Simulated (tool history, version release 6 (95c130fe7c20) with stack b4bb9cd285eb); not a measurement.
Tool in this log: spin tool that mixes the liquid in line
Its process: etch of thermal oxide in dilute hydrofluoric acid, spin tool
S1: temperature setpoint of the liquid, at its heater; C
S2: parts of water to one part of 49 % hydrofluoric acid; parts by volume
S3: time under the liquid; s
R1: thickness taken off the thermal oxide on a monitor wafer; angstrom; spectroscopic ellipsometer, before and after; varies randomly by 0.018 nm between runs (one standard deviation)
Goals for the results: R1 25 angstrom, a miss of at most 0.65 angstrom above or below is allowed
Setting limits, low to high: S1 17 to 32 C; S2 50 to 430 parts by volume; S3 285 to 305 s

run	hour	S1	S2	S3	R1
1	0	24	240	285	49.441
2	3	24	205	285	59.626
3	6	24	160	285	80.463
4	10.7	20.5	160	285	69.991
5	17.2	19.5	200	285	51.584
6	20	17	200	285	46.544
7	23.2	17	225	285	40.718
8	29.2	17	245	285	36.926
9	32.7	17	265	285	33.528
10	37.8	17	280	285	31.288
11	38.8	17	290	285	30.056
12	44.9	17	300	285	29.186
13	53	17	310	285	28.037

Exactly one of the 4 candidate moves below puts every result within its allowed miss. Which one?
A	61.1	17	315	295	?
B	61.1	17	335	285	?
C	61.1	17.5	335	295	?
D	61.1	17	315	285	?

move	R1
A	27.731
B	24.783
C	26.133
D	26.791
A: better than the last run, though not everything is in spec
B: every result lands within tolerance
C: better than the last run, though not everything is in spec
D: better than the last run, though not everything is in spec
So the answer is move B, the one that meets all the targets.
